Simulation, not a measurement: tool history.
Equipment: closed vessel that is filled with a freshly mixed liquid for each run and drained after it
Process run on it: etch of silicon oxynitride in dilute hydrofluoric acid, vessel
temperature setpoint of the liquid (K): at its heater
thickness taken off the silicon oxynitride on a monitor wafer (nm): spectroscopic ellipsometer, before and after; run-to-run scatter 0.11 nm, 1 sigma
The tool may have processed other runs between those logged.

run  hour  temperature setpoint of the liquid (K)  parts of water to one part of 49 % hydrofluoric acid (parts by volume)  time in the liquid (s)  thickness taken off the silicon oxynitride on a monitor wafer (nm)
  1   0.0                                  294.15                                                                     115                     690                                                              11.549
  2   5.5                                  294.15                                                                     115                     740                                                              12.417
  3  12.7                                  295.15                                                                     115                     740                                                              12.989
  4  18.0                                  295.15                                                                     115                     690                                                              12.174
  5  20.5                                  291.65                                                                     115                     690                                                              10.214
  6  23.3                                  293.15                                                                     115                     690                                                              11.115
  7  25.6                                  294.65                                                                     115                     690                                                              11.837

For run 8, what comes out?
  8  30.3                                  298.65                                                                     110                     690                                                                   ?

Run 8 yielded thickness taken off the silicon oxynitride on a monitor wafer (nm) 15.095.

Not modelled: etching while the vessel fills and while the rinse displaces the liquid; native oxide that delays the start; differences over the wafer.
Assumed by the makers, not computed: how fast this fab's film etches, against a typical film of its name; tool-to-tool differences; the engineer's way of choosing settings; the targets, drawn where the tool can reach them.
